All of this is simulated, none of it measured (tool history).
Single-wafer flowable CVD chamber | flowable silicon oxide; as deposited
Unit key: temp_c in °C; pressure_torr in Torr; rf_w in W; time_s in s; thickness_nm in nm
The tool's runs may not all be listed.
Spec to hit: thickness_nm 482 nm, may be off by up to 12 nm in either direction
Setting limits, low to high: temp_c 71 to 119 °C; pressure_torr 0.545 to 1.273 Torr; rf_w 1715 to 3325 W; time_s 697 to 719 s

run,hour,temp_c,pressure_torr,rf_w,time_s,thickness_nm
1,0,95,0.909,2520,697,674.7
2,9.1,86,0.909,2520,697,906.35
3,15.8,92,0.907,2520,697,749.01
4,17.5,92,0.907,2820,697,748.46
5,23.2,96,0.906,2820,697,657.49
6,25.3,99,0.905,2820,697,591.65
7,26.1,101,0.904,2820,697,546.22
8,31.7,102,0.904,2820,697,531.4
9,34.1,103,0.904,2820,697,512.66

Consider the 4 candidate settings below. Which is the only one whose results all fall within their allowed miss of target?
A,36.5,103,0.849,2720,697,?
B,36.5,104,0.924,2665,697,?
C,36.5,102,0.886,2735,697,?
D,36.5,102,0.882,2795,719,?

move,thickness_nm
A,478.72
B,500.82
C,517.86
D,533.19
A: meets every target
B: nearer the targets than the last run, but a result is still out of spec
C: the biggest miss grows against the last run
D: the biggest miss grows against the last run
Answer: A

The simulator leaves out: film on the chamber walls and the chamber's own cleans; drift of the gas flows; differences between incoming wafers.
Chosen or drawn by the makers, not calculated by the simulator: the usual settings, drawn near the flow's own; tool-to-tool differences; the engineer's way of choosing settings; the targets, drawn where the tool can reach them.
